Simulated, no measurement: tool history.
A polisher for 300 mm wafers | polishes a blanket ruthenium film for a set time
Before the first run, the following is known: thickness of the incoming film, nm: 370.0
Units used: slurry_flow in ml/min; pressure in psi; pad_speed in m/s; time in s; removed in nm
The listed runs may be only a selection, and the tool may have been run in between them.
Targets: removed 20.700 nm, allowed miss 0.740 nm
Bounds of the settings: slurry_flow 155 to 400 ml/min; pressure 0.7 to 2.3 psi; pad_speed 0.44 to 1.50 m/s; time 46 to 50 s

run,hour,slurry_flow,pressure,pad_speed,time,removed
1,0.0,255,1.5,0.96,50,36.532
2,6.4,255,1.4,0.96,50,35.207
3,8.9,255,1.4,1.16,50,42.557
4,14.1,255,1.7,1.16,50,50.068
5,17.8,290,1.7,1.16,50,50.732
6,22.3,345,1.7,1.16,50,51.804
7,25.7,345,1.5,1.10,50,43.160
8,26.4,345,1.4,1.06,50,40.337
9,29.6,345,1.4,1.06,50,39.411
10,35.2,345,1.3,1.02,50,36.133
11,37.4,345,1.3,1.02,50,35.684
12,38.1,345,1.2,0.98,50,32.199
13,46.5,340,0.8,0.84,50,19.353

Which one of the following 4 next-run settings gets every result inside its allowed miss? There is exactly one.
A,54.9,325,0.9,0.90,49,?
B,54.9,400,1.1,0.76,49,?
C,54.9,395,0.8,0.98,46,?
D,54.9,340,0.9,0.92,47,?

move,removed
A,21.983
B,22.611
C,20.520
D,21.611
A: pushes the last run's worst result past its target
B: pushes the last run's worst result past its target
C: every result within its allowed miss
D: pushes the last run's worst result past its target
So the answer is move C, the one that meets all the targets.
